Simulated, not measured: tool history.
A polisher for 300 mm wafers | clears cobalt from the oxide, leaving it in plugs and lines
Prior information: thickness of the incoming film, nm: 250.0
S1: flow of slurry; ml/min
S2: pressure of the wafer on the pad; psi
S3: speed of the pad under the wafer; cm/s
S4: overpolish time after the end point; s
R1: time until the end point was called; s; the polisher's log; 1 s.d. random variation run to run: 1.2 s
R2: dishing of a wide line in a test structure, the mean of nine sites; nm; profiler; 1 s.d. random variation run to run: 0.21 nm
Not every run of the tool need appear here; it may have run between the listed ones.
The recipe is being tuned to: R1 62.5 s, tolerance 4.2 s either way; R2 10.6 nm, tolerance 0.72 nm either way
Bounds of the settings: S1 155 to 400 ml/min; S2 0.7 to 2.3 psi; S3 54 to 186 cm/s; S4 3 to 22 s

run	hour	S1	S2	S3	S4	R1	R2
1	0	255	1.5	118	11	62.466	28.331
2	8.3	255	1.4	118	9	65.416	24.721
3	13	255	1.4	106	9	73.008	23.128
4	15.7	240	1.4	104	8	75.458	20.223
5	23.2	240	1.6	104	8	65.87	22.304
6	28	240	1.4	104	8	74.435	21.226
7	29.7	170	1.8	70	3	89.113	7.4824
8	30.9	190	1.9	70	3	81.107	8.1481
9	32.8	225	2.3	72	4	64.026	13.21
10	37.2	215	2.3	74	4	65.3	13.13
11	40.3	205	2.3	76	4	63.469	13.822
12	43.8	275	2.3	68	3	66.317	9.684

Of the 4 settings listed for the next run, only one would bring every result within its allowed miss of target. Which one?
A	47.3	200	1.7	80	4	?	?
B	47.3	315	2.3	60	4	?	?
C	47.3	345	2.2	60	4	?	?
D	47.3	235	2.3	76	3	?	?

move	R1	R2
A	82.532	10.956
B	76.514	11.71
C	79.296	11.35
D	63.093	10.766
A: the furthest-off result lands on target, but another misses its tolerance
B: the result that was furthest off in the last run now lies on the other side of its target
C: the result that was furthest off in the last run now lies on the other side of its target
D: all results land within tolerance of their targets
Move D is the one to make.
